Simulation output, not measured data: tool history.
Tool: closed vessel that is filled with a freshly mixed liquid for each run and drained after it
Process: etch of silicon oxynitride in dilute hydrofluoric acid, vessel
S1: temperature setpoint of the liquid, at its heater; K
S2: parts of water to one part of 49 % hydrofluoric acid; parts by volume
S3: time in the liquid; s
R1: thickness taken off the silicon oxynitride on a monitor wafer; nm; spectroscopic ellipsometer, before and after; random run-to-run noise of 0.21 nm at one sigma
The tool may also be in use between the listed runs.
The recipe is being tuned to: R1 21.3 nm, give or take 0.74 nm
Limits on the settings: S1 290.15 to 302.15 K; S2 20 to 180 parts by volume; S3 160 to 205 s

run	day	S1	S2	S3	R1
1	0	294.15	100	205	5.0491
2	0.225	295.65	85	205	6.5515
3	0.3	295.65	100	205	5.5063
4	0.671	295.65	120	205	4.4836
5	0.696	295.65	140	205	3.7527
6	0.783	296.65	120	205	4.7171
7	0.871	297.65	105	205	5.7358
8	0.908	298.65	90	205	7.1477
9	1.05	302.15	50	205	15.561
10	1.146	302.15	45	205	17.761
11	1.279	302.15	30	205	26.08
12	1.642	301.15	30	205	25.169

Which of these 4 next moves meets every target?
A	2.004	300.15	20	160	?
B	2.004	297.65	20	175	?
C	2.004	302.15	35	205	?
D	2.004	302.15	35	190	?

move	R1
A	28.654
B	27.717
C	22.791
D	21.123
A: further off than the last run
B: further off than the last run
C: closes in on the targets versus the last run, not all within tolerance yet
D: in spec on every target
Correct choice: D, which meets every target

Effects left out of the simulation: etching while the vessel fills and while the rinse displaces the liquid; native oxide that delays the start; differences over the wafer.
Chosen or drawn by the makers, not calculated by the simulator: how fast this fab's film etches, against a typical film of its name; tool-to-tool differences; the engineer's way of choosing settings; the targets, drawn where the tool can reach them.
